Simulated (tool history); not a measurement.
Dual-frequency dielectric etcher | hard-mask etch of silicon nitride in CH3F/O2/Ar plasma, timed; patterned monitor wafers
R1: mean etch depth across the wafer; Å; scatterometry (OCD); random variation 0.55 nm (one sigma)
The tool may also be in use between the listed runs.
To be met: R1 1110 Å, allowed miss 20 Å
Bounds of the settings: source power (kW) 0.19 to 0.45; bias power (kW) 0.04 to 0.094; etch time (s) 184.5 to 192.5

run 1 hour=0 | source_power_(kW)=0.32 bias_power_(kW)=0.067 etch_time_(s)=184.5 | R1=1222.7
run 2 hour=8 | source_power_(kW)=0.32 bias_power_(kW)=0.076 etch_time_(s)=184.5 | R1=1293.3
run 3 hour=11.1 | source_power_(kW)=0.32 bias_power_(kW)=0.076 etch_time_(s)=192.5 | R1=1349.1
run 4 hour=17.2 | source_power_(kW)=0.32 bias_power_(kW)=0.068 etch_time_(s)=192.5 | R1=1290.4
run 5 hour=20.1 | source_power_(kW)=0.3 bias_power_(kW)=0.067 etch_time_(s)=192.5 | R1=1259
run 6 hour=23.4 | source_power_(kW)=0.3 bias_power_(kW)=0.067 etch_time_(s)=184.5 | R1=1207.8
run 7 hour=29.6 | source_power_(kW)=0.29 bias_power_(kW)=0.066 etch_time_(s)=184.5 | R1=1198.3
run 8 hour=35.4 | source_power_(kW)=0.28 bias_power_(kW)=0.065 etch_time_(s)=184.5 | R1=1165
run 9 hour=40.7 | source_power_(kW)=0.27 bias_power_(kW)=0.065 etch_time_(s)=184.5 | R1=1163.4
run 10 hour=41.7 | source_power_(kW)=0.26 bias_power_(kW)=0.065 etch_time_(s)=184.5 | R1=1147.5
run 11 hour=44.6 | source_power_(kW)=0.25 bias_power_(kW)=0.065 etch_time_(s)=184.5 | R1=1145
run 12 hour=46.5 | source_power_(kW)=0.24 bias_power_(kW)=0.065 etch_time_(s)=184.5 | R1=1132

4 next moves are on the table. One of them brings every result within its allowed miss. Which?
run A hour=48.4 | source_power_(kW)=0.19 bias_power_(kW)=0.058 etch_time_(s)=192 | R1=?
run B hour=48.4 | source_power_(kW)=0.23 bias_power_(kW)=0.065 etch_time_(s)=190 | R1=?
run C hour=48.4 | source_power_(kW)=0.21 bias_power_(kW)=0.063 etch_time_(s)=190 | R1=?
run D hour=48.4 | source_power_(kW)=0.28 bias_power_(kW)=0.063 etch_time_(s)=186.5 | R1=?

move=A R1=1055
move=B R1=1151.5
move=C R1=1111.9
move=D R1=1162.3
A: takes the result that was furthest off past its target
B: further off than the last run
C: meets every target
D: further off than the last run
The right move is C.
